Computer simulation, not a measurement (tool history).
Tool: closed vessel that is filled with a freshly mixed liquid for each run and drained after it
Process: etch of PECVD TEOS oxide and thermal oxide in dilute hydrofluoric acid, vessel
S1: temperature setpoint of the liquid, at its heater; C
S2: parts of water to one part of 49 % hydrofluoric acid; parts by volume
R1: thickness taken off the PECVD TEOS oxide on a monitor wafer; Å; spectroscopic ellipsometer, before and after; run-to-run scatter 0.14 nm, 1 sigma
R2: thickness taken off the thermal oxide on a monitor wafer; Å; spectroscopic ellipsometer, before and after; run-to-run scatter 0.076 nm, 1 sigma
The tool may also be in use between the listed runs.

{"run": 1, "hour": 0.0, "S1": 21, "S2": 165, "time in the liquid (s)": 70, "R1": 59.234, "R2": 17.132}
{"run": 2, "hour": 0.6, "S1": 21, "S2": 165, "time in the liquid (s)": 100, "R1": 82.096, "R2": 25.063}
{"run": 3, "hour": 6.3, "S1": 23.5, "S2": 155, "time in the liquid (s)": 100, "R1": 98.997, "R2": 30.349}
{"run": 4, "hour": 14.7, "S1": 25, "S2": 150, "time in the liquid (s)": 100, "R1": 109.76, "R2": 32.691}
{"run": 5, "hour": 23.1, "S1": 25, "S2": 150, "time in the liquid (s)": 110, "R1": 117.44, "R2": 37.375}
{"run": 6, "hour": 28.6, "S1": 26.5, "S2": 145, "time in the liquid (s)": 105, "R1": 125.71, "R2": 36.937}

The next listed run, before its measurement:
{"run": 7, "hour": 36.6, "S1": 26.5, "S2": 140, "time in the liquid (s)": 105, "R1": "?", "R2": "?"}

R1: 130.69 Å
R2: 39.343 Å
